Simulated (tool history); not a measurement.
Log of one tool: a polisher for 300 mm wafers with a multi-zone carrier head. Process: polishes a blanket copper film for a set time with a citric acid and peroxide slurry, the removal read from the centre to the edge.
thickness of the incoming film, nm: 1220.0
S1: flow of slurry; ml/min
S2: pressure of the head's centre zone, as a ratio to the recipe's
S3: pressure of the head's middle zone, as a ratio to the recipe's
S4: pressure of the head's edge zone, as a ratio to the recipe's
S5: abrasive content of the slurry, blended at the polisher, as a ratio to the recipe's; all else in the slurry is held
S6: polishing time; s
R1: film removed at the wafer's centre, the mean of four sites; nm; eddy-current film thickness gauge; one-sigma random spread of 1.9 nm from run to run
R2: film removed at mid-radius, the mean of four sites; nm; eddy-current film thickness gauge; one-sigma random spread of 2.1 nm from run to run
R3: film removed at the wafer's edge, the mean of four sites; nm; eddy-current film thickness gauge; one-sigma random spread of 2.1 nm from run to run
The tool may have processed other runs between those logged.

{"run": 1, "hour": 0.0, "S1": 205, "S2": 1.0, "S3": 1.0, "S4": 1.0, "S5": 1.0, "S6": 65, "R1": 201.32, "R2": 217.17, "R3": 210.64}
{"run": 2, "hour": 5.9, "S1": 215, "S2": 1.02, "S3": 1.0, "S4": 1.04, "S5": 1.1, "S6": 66, "R1": 216.17, "R2": 221.41, "R3": 224.14}
{"run": 3, "hour": 9.5, "S1": 215, "S2": 1.02, "S3": 1.0, "S4": 1.04, "S5": 1.1, "S6": 75, "R1": 243.97, "R2": 251.43, "R3": 254.07}
{"run": 4, "hour": 12.2, "S1": 215, "S2": 1.02, "S3": 1.0, "S4": 1.04, "S5": 1.1, "S6": 68, "R1": 220.65, "R2": 232.0, "R3": 231.11}
{"run": 5, "hour": 18.2, "S1": 225, "S2": 1.04, "S3": 1.0, "S4": 1.07, "S5": 1.15, "S6": 68, "R1": 230.26, "R2": 235.08, "R3": 237.62}
{"run": 6, "hour": 20.5, "S1": 235, "S2": 1.05, "S3": 1.0, "S4": 1.09, "S5": 1.2, "S6": 68, "R1": 232.09, "R2": 241.45, "R3": 240.48}
{"run": 7, "hour": 22.0, "S1": 235, "S2": 1.05, "S3": 1.0, "S4": 1.09, "S5": 1.2, "S6": 68, "R1": 234.23, "R2": 240.18, "R3": 241.26}

Run 8 has not been measured yet. What should we expect?
{"run": 8, "hour": 25.6, "S1": 235, "S2": 1.06, "S3": 0.99, "S4": 1.11, "S5": 1.25, "S6": 69, "R1": "?", "R2": "?", "R3": "?"}

{"run 8": {"R1": 241.73, "R2": 244.03, "R3": 249.19}}

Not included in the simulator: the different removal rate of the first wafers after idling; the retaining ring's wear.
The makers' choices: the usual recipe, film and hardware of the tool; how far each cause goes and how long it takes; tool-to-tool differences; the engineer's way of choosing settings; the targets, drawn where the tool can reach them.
